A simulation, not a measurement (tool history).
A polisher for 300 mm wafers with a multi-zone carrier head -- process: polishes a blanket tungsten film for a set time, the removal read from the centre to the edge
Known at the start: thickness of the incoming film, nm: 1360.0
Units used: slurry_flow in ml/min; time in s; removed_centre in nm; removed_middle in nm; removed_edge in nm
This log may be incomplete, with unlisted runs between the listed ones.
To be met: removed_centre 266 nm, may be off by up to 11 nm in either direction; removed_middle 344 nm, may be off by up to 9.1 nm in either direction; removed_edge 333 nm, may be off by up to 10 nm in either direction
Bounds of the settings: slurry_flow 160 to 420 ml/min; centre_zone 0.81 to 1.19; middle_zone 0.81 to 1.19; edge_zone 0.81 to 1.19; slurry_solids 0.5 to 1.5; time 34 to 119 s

Run 1, hour 0: slurry_flow 270 ml/min, centre_zone 1, middle_zone 1, edge_zone 1, slurry_solids 1, time 76 s. Result: removed_centre 492.43 nm, removed_middle 498.05 nm, removed_edge 504.35 nm.
Run 2, hour 6.1: slurry_flow 270 ml/min, centre_zone 1, middle_zone 1, edge_zone 1, slurry_solids 0.85, time 76 s. Result: removed_centre 474.61 nm, removed_middle 489.64 nm, removed_edge 488.95 nm.
Run 3, hour 13.1: slurry_flow 260 ml/min, centre_zone 0.97, middle_zone 1, edge_zone 0.99, slurry_solids 0.8, time 72 s. Result: removed_centre 434.68 nm, removed_middle 459.14 nm, removed_edge 450.15 nm.
Run 4, hour 19.3: slurry_flow 260 ml/min, centre_zone 0.97, middle_zone 1, edge_zone 0.93, slurry_solids 0.8, time 72 s. Result: removed_centre 435.21 nm, removed_middle 457.19 nm, removed_edge 440.23 nm.
Run 5, hour 25.3: slurry_flow 250 ml/min, centre_zone 0.94, middle_zone 1, edge_zone 0.96, slurry_solids 0.75, time 69 s. Result: removed_centre 395.23 nm, removed_middle 432.87 nm, removed_edge 428.7 nm.
Run 6, hour 28.1: slurry_flow 250 ml/min, centre_zone 0.94, middle_zone 1, edge_zone 0.96, slurry_solids 0.95, time 69 s. Result: removed_centre 405.58 nm, removed_middle 454.49 nm, removed_edge 443.52 nm.
Run 7, hour 34.7: slurry_flow 250 ml/min, centre_zone 0.94, middle_zone 1, edge_zone 0.96, slurry_solids 0.95, time 69 s. Result: removed_centre 405.73 nm, removed_middle 448.28 nm, removed_edge 443.85 nm.
Run 8, hour 38.6: slurry_flow 240 ml/min, centre_zone 0.92, middle_zone 1, edge_zone 0.95, slurry_solids 0.9, time 67 s. Result: removed_centre 392.11 nm, removed_middle 431.29 nm, removed_edge 422.49 nm.
Run 9, hour 47.5: slurry_flow 260 ml/min, centre_zone 0.9, middle_zone 1.01, edge_zone 0.96, slurry_solids 0.85, time 64 s. Result: removed_centre 360.38 nm, removed_middle 414.64 nm, removed_edge 400.74 nm.
Run 10, hour 51.1: slurry_flow 255 ml/min, centre_zone 0.88, middle_zone 1.01, edge_zone 0.97, slurry_solids 0.8, time 62 s. Result: removed_centre 338.8 nm, removed_middle 395.53 nm, removed_edge 385.16 nm.
Run 11, hour 58.4: slurry_flow 255 ml/min, centre_zone 0.88, middle_zone 1.01, edge_zone 0.97, slurry_solids 0.8, time 62 s. Result: removed_centre 342.01 nm, removed_middle 395.42 nm, removed_edge 386.21 nm.
Run 12, hour 61.1: slurry_flow 245 ml/min, centre_zone 0.87, middle_zone 1.02, edge_zone 0.99, slurry_solids 0.75, time 60 s. Result: removed_centre 316.65 nm, removed_middle 378.72 nm, removed_edge 371.72 nm.
Run 13, hour 62.3: slurry_flow 240 ml/min, centre_zone 0.86, middle_zone 1.02, edge_zone 0.99, slurry_solids 0.7, time 60 s. Result: removed_centre 310.39 nm, removed_middle 375.46 nm, removed_edge 373.22 nm.
Run 14, hour 70.5: slurry_flow 235 ml/min, centre_zone 0.85, middle_zone 1.02, edge_zone 0.98, slurry_solids 0.65, time 59 s. Result: removed_centre 297.63 nm, removed_middle 361.21 nm, removed_edge 356.97 nm.
Run 15, hour 71.7: slurry_flow 230 ml/min, centre_zone 0.84, middle_zone 1.02, edge_zone 0.97, slurry_solids 0.6, time 59 s. Result: removed_centre 290.74 nm, removed_middle 361.48 nm, removed_edge 351.84 nm.
Run 16, hour 79.3: slurry_flow 225 ml/min, centre_zone 0.83, middle_zone 1.02, edge_zone 0.97, slurry_solids 0.6, time 59 s. Result: removed_centre 283.58 nm, removed_middle 357.96 nm, removed_edge 345.2 nm.

5 next moves are on the table. One of them brings every result within its allowed miss. Which?
Run A, hour 86.9: slurry_flow 285 ml/min, centre_zone 0.81, middle_zone 1.07, edge_zone 0.93, slurry_solids 0.65, time 60 s. Result: removed_centre ?, removed_middle ?, removed_edge ?.
Run B, hour 86.9: slurry_flow 235 ml/min, centre_zone 0.86, middle_zone 0.97, edge_zone 0.95, slurry_solids 0.75, time 56 s. Result: removed_centre ?, removed_middle ?, removed_edge ?.
Run C, hour 86.9: slurry_flow 230 ml/min, centre_zone 0.81, middle_zone 1.03, edge_zone 0.97, slurry_solids 0.6, time 56 s. Result: removed_centre ?, removed_middle ?, removed_edge ?.
Run D, hour 86.9: slurry_flow 245 ml/min, centre_zone 0.81, middle_zone 1.13, edge_zone 0.98, slurry_solids 0.6, time 55 s. Result: removed_centre ?, removed_middle ?, removed_edge ?.
Run E, hour 86.9: slurry_flow 220 ml/min, centre_zone 0.84, middle_zone 0.88, edge_zone 1.06, slurry_solids 0.7, time 60 s. Result: removed_centre ?, removed_middle ?, removed_edge ?.

move  removed_centre  removed_middle  removed_edge
   A          298.01           389.3        350.24
   B          297.76          341.43        334.86
   C          270.19           343.8        325.81
   D          266.83          363.28        322.28
   E          306.29          335.94        373.14
A: moves away from the targets compared with the last run
B: moves away from the targets compared with the last run
C: every result within its allowed miss
D: corrects the largest miss of the last run, while another result sits out of spec
E: moves away from the targets compared with the last run
The move that meets every target is C.

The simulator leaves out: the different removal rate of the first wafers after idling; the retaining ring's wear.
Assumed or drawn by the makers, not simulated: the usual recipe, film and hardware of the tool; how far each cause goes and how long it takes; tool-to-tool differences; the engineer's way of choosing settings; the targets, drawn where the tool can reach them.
